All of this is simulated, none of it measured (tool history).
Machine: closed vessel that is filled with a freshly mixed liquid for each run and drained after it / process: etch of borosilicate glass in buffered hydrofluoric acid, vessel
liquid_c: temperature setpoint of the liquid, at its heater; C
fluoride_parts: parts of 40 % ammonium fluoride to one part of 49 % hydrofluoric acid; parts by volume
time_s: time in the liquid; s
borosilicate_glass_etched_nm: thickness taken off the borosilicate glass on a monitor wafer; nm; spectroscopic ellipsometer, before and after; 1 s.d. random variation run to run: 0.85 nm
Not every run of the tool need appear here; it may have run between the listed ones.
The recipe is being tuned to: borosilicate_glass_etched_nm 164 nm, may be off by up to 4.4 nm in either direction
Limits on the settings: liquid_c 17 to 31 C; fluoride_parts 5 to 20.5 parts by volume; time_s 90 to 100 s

run,hour,liquid_c,fluoride_parts,time_s,borosilicate_glass_etched_nm
1,0,23,12.5,90,86.817
2,4.7,26,12.5,90,101.6
3,7.7,26,14,90,90.943
4,10,26,14,100,100.32
5,18.9,26,14,90,90.258
6,21.6,26,16.5,90,76.535
7,28.6,27,15,90,89.457
8,33.6,31,11,90,148.48

Which one of the following 5 next-run settings gets every result inside its allowed miss? There is exactly one.
A,38.6,27,7.5,90,?
B,38.6,28.5,9,95,?
C,38.6,31,10.5,100,?
D,38.6,31,9,90,?
E,38.6,28.5,10.5,100,?

move,borosilicate_glass_etched_nm
A,174.16
B,162.67
C,173.59
D,175.33
E,152.54
A: carries the result that was furthest off beyond its target, to the other side
B: each result inside its tolerance
C: carries the result that was furthest off beyond its target, to the other side
D: carries the result that was furthest off beyond its target, to the other side
E: nearer the targets than the last run, but a result is still out of spec
The move that meets every target is B.

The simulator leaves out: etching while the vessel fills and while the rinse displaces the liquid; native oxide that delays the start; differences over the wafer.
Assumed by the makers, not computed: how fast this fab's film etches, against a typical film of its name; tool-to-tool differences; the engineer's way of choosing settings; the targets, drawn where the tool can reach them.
